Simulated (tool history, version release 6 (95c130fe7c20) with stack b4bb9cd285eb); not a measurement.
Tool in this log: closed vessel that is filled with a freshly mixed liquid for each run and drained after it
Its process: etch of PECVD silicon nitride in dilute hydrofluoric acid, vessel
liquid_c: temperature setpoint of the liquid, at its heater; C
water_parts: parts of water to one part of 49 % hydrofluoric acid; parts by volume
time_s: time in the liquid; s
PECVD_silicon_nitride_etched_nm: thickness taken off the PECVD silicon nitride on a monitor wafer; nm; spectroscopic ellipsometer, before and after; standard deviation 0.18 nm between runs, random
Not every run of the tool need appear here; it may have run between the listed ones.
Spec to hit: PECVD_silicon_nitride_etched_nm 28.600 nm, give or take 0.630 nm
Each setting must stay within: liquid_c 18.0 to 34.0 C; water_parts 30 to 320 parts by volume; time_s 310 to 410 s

run	hour	liquid_c	water_parts	time_s	PECVD_silicon_nitride_etched_nm
1	0.0	26.0	175	410	14.894
2	4.1	26.0	175	310	11.232
3	10.4	27.0	165	310	12.675
4	16.2	28.0	150	310	14.609
5	24.8	28.0	150	410	19.510
6	27.3	28.5	150	410	20.099
7	29.4	28.5	150	410	20.281
8	33.2	28.5	150	410	20.133
9	37.6	29.0	150	410	20.958
10	46.6	29.5	150	410	21.500
11	50.6	29.5	150	410	21.529
12	54.9	30.0	150	410	21.821
13	63.0	30.5	150	410	22.732

Next run, 5 choices. One meets every target within its allowed miss, the rest don't. Which?
A	71.1	30.5	120	410	?
B	71.1	31.5	145	330	?
C	71.1	30.0	90	350	?
D	71.1	30.5	100	310	?
E	71.1	30.0	100	310	?

move	PECVD_silicon_nitride_etched_nm
A	28.497
B	20.120
C	31.505
D	25.901
E	25.102
A: all results in spec
B: its largest miss is bigger than the last run's
C: the result that was furthest off in the last run now lies on the other side of its target
D: closer than the last run, but not yet in spec
E: closer than the last run, but not yet in spec
A is the move that brings every result within its allowed miss.
